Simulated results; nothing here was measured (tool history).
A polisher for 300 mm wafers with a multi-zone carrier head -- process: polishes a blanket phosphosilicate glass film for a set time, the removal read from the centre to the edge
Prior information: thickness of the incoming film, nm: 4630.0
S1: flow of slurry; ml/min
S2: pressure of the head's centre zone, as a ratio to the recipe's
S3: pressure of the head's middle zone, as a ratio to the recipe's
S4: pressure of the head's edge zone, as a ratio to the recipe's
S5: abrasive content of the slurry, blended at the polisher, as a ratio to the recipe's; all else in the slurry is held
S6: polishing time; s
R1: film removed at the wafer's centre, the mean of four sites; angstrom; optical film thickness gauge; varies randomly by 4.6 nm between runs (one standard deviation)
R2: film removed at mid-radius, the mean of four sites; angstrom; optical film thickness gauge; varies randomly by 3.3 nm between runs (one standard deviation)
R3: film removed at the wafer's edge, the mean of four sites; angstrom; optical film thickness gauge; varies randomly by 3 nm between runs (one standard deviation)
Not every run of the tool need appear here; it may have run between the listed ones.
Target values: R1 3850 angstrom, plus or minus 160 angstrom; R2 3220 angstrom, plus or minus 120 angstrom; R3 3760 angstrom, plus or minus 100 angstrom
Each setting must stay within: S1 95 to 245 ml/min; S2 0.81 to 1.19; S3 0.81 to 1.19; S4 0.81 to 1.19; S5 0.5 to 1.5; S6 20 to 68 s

Run 1, day 0: S1 155 ml/min, S2 1, S3 1, S4 1, S5 1, S6 44 s. Result: R1 3189.4 angstrom, R2 3197.1 angstrom, R3 3290 angstrom.
Run 2, day 0.329: S1 155 ml/min, S2 1, S3 1, S4 1, S5 1, S6 50 s. Result: R1 3712.7 angstrom, R2 3645 angstrom, R3 3736.2 angstrom.
Run 3, day 0.375: S1 155 ml/min, S2 1.01, S3 0.99, S4 1, S5 1, S6 50 s. Result: R1 3590.2 angstrom, R2 3653.6 angstrom, R3 3694.3 angstrom.
Run 4, day 0.738: S1 155 ml/min, S2 1.01, S3 0.99, S4 1, S5 0.85, S6 50 s. Result: R1 3395.5 angstrom, R2 3364.3 angstrom, R3 3456.6 angstrom.
Run 5, day 1.1: S1 155 ml/min, S2 0.95, S3 0.99, S4 1, S5 0.85, S6 50 s. Result: R1 3268.7 angstrom, R2 3401.4 angstrom, R3 3492.9 angstrom.
Run 6, day 1.429: S1 160 ml/min, S2 0.97, S3 0.98, S4 1.01, S5 0.85, S6 50 s. Result: R1 3346.1 angstrom, R2 3327.5 angstrom, R3 3467.6 angstrom.
Run 7, day 1.8: S1 165 ml/min, S2 0.98, S3 0.97, S4 1.03, S5 0.85, S6 50 s. Result: R1 3384.7 angstrom, R2 3300.6 angstrom, R3 3520.4 angstrom.
Run 8, day 1.879: S1 170 ml/min, S2 0.99, S3 0.96, S4 1.04, S5 0.85, S6 50 s. Result: R1 3390.3 angstrom, R2 3420.7 angstrom, R3 3580.4 angstrom.
Run 9, day 2.221: S1 165 ml/min, S2 1.01, S3 0.94, S4 1.04, S5 0.85, S6 50 s. Result: R1 3510.7 angstrom, R2 3330.7 angstrom, R3 3541.5 angstrom.

Next run, 5 choices. One meets every target within its allowed miss, the rest don't. Which?
Run A, day 2.562: S1 140 ml/min, S2 0.94, S3 0.84, S4 1.17, S5 0.85, S6 54 s. Result: R1 ?, R2 ?, R3 ?.
Run B, day 2.562: S1 150 ml/min, S2 1.12, S3 1, S4 0.84, S5 0.75, S6 55 s. Result: R1 ?, R2 ?, R3 ?.
Run C, day 2.562: S1 160 ml/min, S2 1.06, S3 0.86, S4 1.05, S5 0.75, S6 56 s. Result: R1 ?, R2 ?, R3 ?.
Run D, day 2.562: S1 170 ml/min, S2 0.94, S3 0.88, S4 1.12, S5 0.85, S6 52 s. Result: R1 ?, R2 ?, R3 ?.
Run E, day 2.562: S1 145 ml/min, S2 1, S3 0.95, S4 1.04, S5 0.85, S6 49 s. Result: R1 ?, R2 ?, R3 ?.

move      R1      R2      R3
   A  3432.1  3123.4  3835.2
   B  4000.4  3514.7    3347
   C  3906.9  3197.4  3685.2
   D    3457  3251.1  3741.1
   E  3346.9  3162.5  3359.4
A: the furthest-off result lands on target, but another misses its tolerance
B: misses by more than the last run did
C: each result inside its tolerance
D: the furthest-off result lands on target, but another misses its tolerance
E: misses by more than the last run did
Move C is the one to make.
